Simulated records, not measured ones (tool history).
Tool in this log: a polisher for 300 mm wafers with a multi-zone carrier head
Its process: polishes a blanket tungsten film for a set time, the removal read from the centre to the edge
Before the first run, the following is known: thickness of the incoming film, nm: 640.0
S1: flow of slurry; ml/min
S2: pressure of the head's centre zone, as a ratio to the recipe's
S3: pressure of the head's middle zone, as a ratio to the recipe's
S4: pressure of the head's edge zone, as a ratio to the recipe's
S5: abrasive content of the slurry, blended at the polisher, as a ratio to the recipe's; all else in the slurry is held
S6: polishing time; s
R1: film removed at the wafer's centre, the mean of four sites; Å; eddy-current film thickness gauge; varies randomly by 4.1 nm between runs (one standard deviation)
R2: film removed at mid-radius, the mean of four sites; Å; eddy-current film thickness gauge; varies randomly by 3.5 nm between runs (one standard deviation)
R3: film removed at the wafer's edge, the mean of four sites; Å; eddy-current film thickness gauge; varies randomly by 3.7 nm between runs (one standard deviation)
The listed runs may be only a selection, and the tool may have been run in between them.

run,day,S1,S2,S3,S4,S5,S6,R1,R2,R3
1,0.000,255,1.00,1.00,1.00,1.00,35,2287.8,2305.8,2417.9
2,0.150,255,1.07,1.00,1.00,1.00,35,2486.9,2386.7,2363.9
3,0.517,255,1.07,1.00,1.08,1.00,35,2444.4,2383.9,2498.2
4,0.708,255,1.07,0.97,1.08,1.00,35,2450.6,2354.1,2468.9
5,0.971,255,1.07,0.97,1.08,1.00,31,2225.8,2072.3,2171.8
6,1.112,255,1.10,0.97,1.08,1.00,31,2255.6,2066.7,2221.2
7,1.350,265,1.12,1.00,1.07,1.10,32,2424.9,2219.8,2350.1
8,1.421,270,1.14,1.03,1.04,1.15,34,2674.2,2429.0,2519.2
9,1.600,270,1.15,1.06,1.02,1.20,35,2755.8,2548.0,2517.5

Run 10 has not been measured yet. What should we expect?
10,1.771,280,1.16,1.08,1.02,1.25,36,?,?,?

R1: 2944.8 Å
R2: 2703.7 Å
R3: 2581.2 Å

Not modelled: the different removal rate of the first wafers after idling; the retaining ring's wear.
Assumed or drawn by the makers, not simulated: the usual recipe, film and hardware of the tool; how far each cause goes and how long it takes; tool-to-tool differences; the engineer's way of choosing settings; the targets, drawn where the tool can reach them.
